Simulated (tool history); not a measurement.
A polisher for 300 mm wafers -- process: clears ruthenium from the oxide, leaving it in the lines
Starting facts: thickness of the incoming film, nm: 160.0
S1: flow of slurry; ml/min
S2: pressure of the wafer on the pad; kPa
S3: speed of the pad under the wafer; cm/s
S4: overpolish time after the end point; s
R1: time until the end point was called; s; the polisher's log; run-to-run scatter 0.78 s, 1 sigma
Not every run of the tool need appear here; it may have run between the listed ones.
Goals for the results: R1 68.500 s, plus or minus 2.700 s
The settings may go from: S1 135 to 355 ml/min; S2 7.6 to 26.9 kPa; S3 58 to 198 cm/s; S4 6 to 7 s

run,hour,S1,S2,S3,S4,R1
1,0.0,225,17.2,128,7,101.380
2,1.1,225,17.2,128,6,101.910
3,7.8,175,17.2,128,6,104.640
4,10.9,175,17.2,128,7,105.840
5,16.9,175,17.2,112,7,117.130
6,20.2,175,17.2,132,7,101.840
7,22.3,180,18.6,132,7,94.614
8,26.3,185,20.0,132,7,87.810
9,30.7,190,21.4,132,7,83.513
# hour 33.9: worn pad replaced by a new one
10,33.9,190,22.1,132,7,72.911
11,36.9,195,22.1,132,7,73.386

Exercise: of the 4 proposed moves below, exactly one satisfies all targets within the stated allowed misses. Which move is it?
A,39.9,170,22.1,160,7,?
B,39.9,310,21.4,138,7,?
C,39.9,220,20.0,122,7,?
D,39.9,170,26.2,130,7,?

move,R1
A,61.417
B,66.611
C,81.788
D,62.502
A: takes the biggest miss from the last run beyond its target
B: in spec on every target
C: moves away from the targets compared with the last run
D: takes the biggest miss from the last run beyond its target
Correct choice: B, which meets every target
